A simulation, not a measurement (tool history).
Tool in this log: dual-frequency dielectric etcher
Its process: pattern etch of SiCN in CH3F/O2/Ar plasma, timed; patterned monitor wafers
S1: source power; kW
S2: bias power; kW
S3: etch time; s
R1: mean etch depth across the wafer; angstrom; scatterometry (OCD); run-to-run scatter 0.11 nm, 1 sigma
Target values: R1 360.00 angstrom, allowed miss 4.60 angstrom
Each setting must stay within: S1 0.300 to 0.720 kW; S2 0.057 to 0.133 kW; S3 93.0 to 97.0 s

run	hour	S1	S2	S3	R1
1	0.0	0.510	0.095	93.0	472.83
2	5.7	0.450	0.086	93.0	433.86
3	12.0	0.450	0.103	93.0	468.02
4	16.7	0.540	0.103	93.0	506.03
5	17.6	0.540	0.113	93.0	524.97
6	18.7	0.540	0.113	97.0	547.93
7	21.0	0.470	0.097	96.0	480.50
8	28.3	0.420	0.087	96.0	433.33
9	31.6	0.390	0.083	96.0	415.21
10	36.4	0.360	0.079	96.0	392.01
11	39.6	0.340	0.078	96.0	379.54
12	44.6	0.330	0.078	96.0	374.66
13	52.5	0.320	0.078	96.0	370.03
14	53.9	0.310	0.078	96.0	365.24

Below are 4 possible settings for the next run. Only one of them brings all results inside the allowed miss of their targets. Which is it?
A	55.3	0.310	0.085	94.5	?
B	55.3	0.300	0.087	95.0	?
C	55.3	0.310	0.073	97.0	?
D	55.3	0.330	0.069	93.5	?

move	R1
A	374.10
B	374.35
C	359.63
D	348.07
A: the biggest miss grows against the last run
B: the biggest miss grows against the last run
C: meets every target
D: moves the result that the last run missed by most past its target, out the other side
Correct choice: C, which meets every target
